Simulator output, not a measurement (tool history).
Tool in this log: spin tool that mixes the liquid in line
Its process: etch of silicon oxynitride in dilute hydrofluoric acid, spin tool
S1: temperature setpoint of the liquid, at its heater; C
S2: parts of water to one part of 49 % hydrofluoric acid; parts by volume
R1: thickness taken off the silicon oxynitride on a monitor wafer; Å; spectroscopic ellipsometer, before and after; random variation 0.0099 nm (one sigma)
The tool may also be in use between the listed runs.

{"run": 1, "hour": 0.0, "S1": 24, "S2": 205, "time under the liquid (s)": 80, "R1": 14.611}
{"run": 2, "hour": 7.8, "S1": 23.5, "S2": 205, "time under the liquid (s)": 80, "R1": 14.194}
{"run": 3, "hour": 12.1, "S1": 23.5, "S2": 135, "time under the liquid (s)": 80, "R1": 22.995}
{"run": 4, "hour": 17.0, "S1": 23.5, "S2": 135, "time under the liquid (s)": 80, "R1": 22.866}
{"run": 5, "hour": 20.5, "S1": 21, "S2": 135, "time under the liquid (s)": 80, "R1": 20.112}
{"run": 6, "hour": 25.8, "S1": 20.5, "S2": 140, "time under the liquid (s)": 80, "R1": 18.986}
{"run": 7, "hour": 33.5, "S1": 20, "S2": 145, "time under the liquid (s)": 80, "R1": 17.827}
{"run": 8, "hour": 40.2, "S1": 19.5, "S2": 150, "time under the liquid (s)": 80, "R1": 16.924}
{"run": 9, "hour": 45.3, "S1": 19, "S2": 155, "time under the liquid (s)": 80, "R1": 15.726}

Forecast run 10:
{"run": 10, "hour": 48.4, "S1": 18.5, "S2": 160, "time under the liquid (s)": 80, "R1": "?"}

{"run 10": {"R1": 14.971}}
